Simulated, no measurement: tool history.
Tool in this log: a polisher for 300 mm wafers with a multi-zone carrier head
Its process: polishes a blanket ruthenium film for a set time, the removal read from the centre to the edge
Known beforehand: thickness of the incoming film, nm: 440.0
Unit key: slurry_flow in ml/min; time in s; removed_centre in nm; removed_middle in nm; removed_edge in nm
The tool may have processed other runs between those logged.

run 1 day=0 | slurry_flow=120 centre_zone=1 middle_zone=1 edge_zone=1 time=78 | removed_centre=52.116 removed_middle=52.714 removed_edge=53.144
run 2 day=0.342 | slurry_flow=120 centre_zone=1 middle_zone=1 edge_zone=1.07 time=78 | removed_centre=51.984 removed_middle=50.535 removed_edge=56.117
run 3 day=0.554 | slurry_flow=130 centre_zone=1.03 middle_zone=1.03 edge_zone=1.07 time=80 | removed_centre=56.527 removed_middle=56.243 removed_edge=57.53
run 4 day=0.858 | slurry_flow=135 centre_zone=1.05 middle_zone=1.04 edge_zone=1.09 time=82 | removed_centre=58.783 removed_middle=58.323 removed_edge=59.125
run 5 day=1.092 | slurry_flow=135 centre_zone=1.05 middle_zone=1.04 edge_zone=1.02 time=82 | removed_centre=59.111 removed_middle=57.061 removed_edge=57.459
run 6 day=1.317 | slurry_flow=160 centre_zone=1.05 middle_zone=1.04 edge_zone=1.02 time=82 | removed_centre=61.625 removed_middle=59.493 removed_edge=60.104
run 7 day=1.417 | slurry_flow=165 centre_zone=1.07 middle_zone=1.06 edge_zone=1.03 time=84 | removed_centre=64.428 removed_middle=61.937 removed_edge=62.011

Expected results for the next run?
run 8 day=1.788 | slurry_flow=165 centre_zone=1.08 middle_zone=1.08 edge_zone=1.04 time=86 | removed_centre=? removed_middle=? removed_edge=?

{"run 8": {"removed_centre": 66.619, "removed_middle": 64.11, "removed_edge": 64.16}}
